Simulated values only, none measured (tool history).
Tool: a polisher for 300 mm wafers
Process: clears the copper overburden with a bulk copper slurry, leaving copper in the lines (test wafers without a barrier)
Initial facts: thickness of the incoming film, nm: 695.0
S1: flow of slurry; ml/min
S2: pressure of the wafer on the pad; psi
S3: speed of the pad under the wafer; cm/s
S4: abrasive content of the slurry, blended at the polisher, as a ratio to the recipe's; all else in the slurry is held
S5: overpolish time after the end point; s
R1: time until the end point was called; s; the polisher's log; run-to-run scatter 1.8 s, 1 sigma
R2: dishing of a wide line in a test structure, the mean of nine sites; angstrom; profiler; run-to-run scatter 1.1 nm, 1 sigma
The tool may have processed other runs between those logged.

run,hour,S1,S2,S3,S4,S5,R1,R2
1,0,290,2.3,114,1,11,88.951,588.88
2,8.3,290,2.3,92,1,11,109.01,495.9
3,9.8,290,2.5,92,1,11,98.77,526.27
4,14.1,290,3,92,1,11,86.766,602.59
5,18.6,290,3,92,1.2,11,79.739,640.4
6,21.6,290,2.9,92,1.2,12,82.24,651.62
7,22.8,290,2.8,92,1.2,13,85.527,671.11
8,31.5,290,2.7,92,1.2,14,88.255,685.65

Run 9 comes next. What will it give?
9,39.8,290,2.6,92,1.2,15,?,?

For run 9 the tool returned R1 91.919 s, R2 704.21 angstrom.

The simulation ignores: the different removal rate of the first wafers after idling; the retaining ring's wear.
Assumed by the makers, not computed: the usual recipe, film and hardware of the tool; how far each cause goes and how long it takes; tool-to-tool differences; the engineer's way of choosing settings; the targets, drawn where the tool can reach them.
